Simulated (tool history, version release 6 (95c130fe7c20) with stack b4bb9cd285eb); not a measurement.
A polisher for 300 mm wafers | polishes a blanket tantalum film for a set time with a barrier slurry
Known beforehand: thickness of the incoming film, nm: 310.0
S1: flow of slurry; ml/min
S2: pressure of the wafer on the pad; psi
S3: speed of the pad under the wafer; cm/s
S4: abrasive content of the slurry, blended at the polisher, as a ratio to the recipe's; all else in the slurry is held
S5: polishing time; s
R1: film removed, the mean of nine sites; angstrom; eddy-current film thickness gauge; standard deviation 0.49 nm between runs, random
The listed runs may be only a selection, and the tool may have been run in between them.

run,hour,S1,S2,S3,S4,S5,R1
1,0,310,1.9,116,1,35,632.78
2,6.6,310,2.1,116,1,35,710.29
3,7.9,310,2,116,1,35,677.36
4,14.4,310,2.3,116,1,35,761.64
5,20.8,310,2.3,90,1,35,609.35
6,26.1,260,2.3,90,1,35,597.95
7,26.9,260,2.2,90,1,35,576.42
8,28.6,260,2.1,90,1,35,546.17

The next listed run, before its measurement:
# hour 33.9: worn pad replaced by a new one
9,33.9,260,2,90,1,35,?

For run 9 the tool returned R1 579.4 angstrom.
